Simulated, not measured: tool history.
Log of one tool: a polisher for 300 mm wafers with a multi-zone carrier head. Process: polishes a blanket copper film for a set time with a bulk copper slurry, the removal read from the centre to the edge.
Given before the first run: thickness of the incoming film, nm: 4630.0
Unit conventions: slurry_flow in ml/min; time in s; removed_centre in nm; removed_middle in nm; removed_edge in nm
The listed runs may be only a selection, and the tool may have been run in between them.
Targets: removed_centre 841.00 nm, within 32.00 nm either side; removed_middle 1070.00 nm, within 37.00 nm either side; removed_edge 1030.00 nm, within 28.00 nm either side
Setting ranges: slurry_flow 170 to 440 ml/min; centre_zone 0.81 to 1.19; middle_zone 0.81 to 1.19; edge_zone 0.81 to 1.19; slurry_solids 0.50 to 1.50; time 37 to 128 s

run 1 hour=0.0 | slurry_flow=280 centre_zone=1.00 middle_zone=1.00 edge_zone=1.00 slurry_solids=1.00 time=82 | removed_centre=702.30 removed_middle=709.33 removed_edge=710.08
run 2 hour=2.9 | slurry_flow=285 centre_zone=0.97 middle_zone=1.03 edge_zone=1.04 slurry_solids=1.15 time=86 | removed_centre=748.94 removed_middle=769.33 removed_edge=770.36
run 3 hour=4.2 | slurry_flow=285 centre_zone=0.97 middle_zone=1.03 edge_zone=1.00 slurry_solids=1.15 time=86 | removed_centre=727.91 removed_middle=776.45 removed_edge=758.79
run 4 hour=13.1 | slurry_flow=285 centre_zone=0.93 middle_zone=1.05 edge_zone=1.03 slurry_solids=1.25 time=91 | removed_centre=755.62 removed_middle=856.95 removed_edge=831.73
run 5 hour=21.8 | slurry_flow=290 centre_zone=0.91 middle_zone=1.07 edge_zone=1.06 slurry_solids=1.30 time=94 | removed_centre=762.71 removed_middle=897.88 removed_edge=870.85
run 6 hour=23.3 | slurry_flow=290 centre_zone=0.97 middle_zone=1.07 edge_zone=1.06 slurry_solids=1.30 time=94 | removed_centre=809.93 removed_middle=888.25 removed_edge=874.18
run 7 hour=24.2 | slurry_flow=295 centre_zone=0.95 middle_zone=1.09 edge_zone=1.08 slurry_solids=1.35 time=96 | removed_centre=816.88 removed_middle=947.28 removed_edge=915.06
run 8 hour=30.3 | slurry_flow=305 centre_zone=0.94 middle_zone=1.10 edge_zone=1.10 slurry_solids=1.40 time=97 | removed_centre=844.75 removed_middle=973.63 removed_edge=938.42
run 9 hour=36.0 | slurry_flow=305 centre_zone=0.92 middle_zone=1.11 edge_zone=1.12 slurry_solids=1.45 time=98 | removed_centre=833.84 removed_middle=994.66 removed_edge=957.47
run 10 hour=43.2 | slurry_flow=310 centre_zone=0.91 middle_zone=1.12 edge_zone=1.13 slurry_solids=1.45 time=99 | removed_centre=843.68 removed_middle=1007.50 removed_edge=975.97
run 11 hour=47.3 | slurry_flow=310 centre_zone=0.90 middle_zone=1.13 edge_zone=1.14 slurry_solids=1.45 time=100 | removed_centre=854.58 removed_middle=1039.10 removed_edge=988.40

5 candidate next runs follow, results not yet known. Just one meets every target within its allowed miss. Identify it.
run A hour=51.4 | slurry_flow=280 centre_zone=0.85 middle_zone=1.08 edge_zone=1.19 slurry_solids=1.50 time=108 | removed_centre=? removed_middle=? removed_edge=?
run B hour=51.4 | slurry_flow=330 centre_zone=0.93 middle_zone=1.19 edge_zone=1.04 slurry_solids=1.40 time=109 | removed_centre=? removed_middle=? removed_edge=?
run C hour=51.4 | slurry_flow=260 centre_zone=0.90 middle_zone=1.05 edge_zone=1.19 slurry_solids=1.40 time=103 | removed_centre=? removed_middle=? removed_edge=?
run D hour=51.4 | slurry_flow=305 centre_zone=0.85 middle_zone=1.11 edge_zone=1.08 slurry_solids=1.25 time=109 | removed_centre=? removed_middle=? removed_edge=?
run E hour=51.4 | slurry_flow=265 centre_zone=0.91 middle_zone=1.19 edge_zone=1.11 slurry_solids=1.30 time=103 | removed_centre=? removed_middle=? removed_edge=?

move=A removed_centre=837.69 removed_middle=1080.10 removed_edge=1082.50
move=B removed_centre=924.22 removed_middle=1183.30 removed_edge=1014.40
move=C removed_centre=827.79 removed_middle=985.78 removed_edge=1014.10
move=D removed_centre=821.92 removed_middle=1084.10 removed_edge=1007.60
move=E removed_centre=827.01 removed_middle=1083.60 removed_edge=963.52
A: pushes the last run's worst result past its target
B: meets the target for the result that was furthest off, but another lies outside its allowed miss
C: meets the target for the result that was furthest off, but another lies outside its allowed miss
D: hits every target within its allowed miss
E: lands further from the targets than the last run did
D is the move that brings every result within its allowed miss.
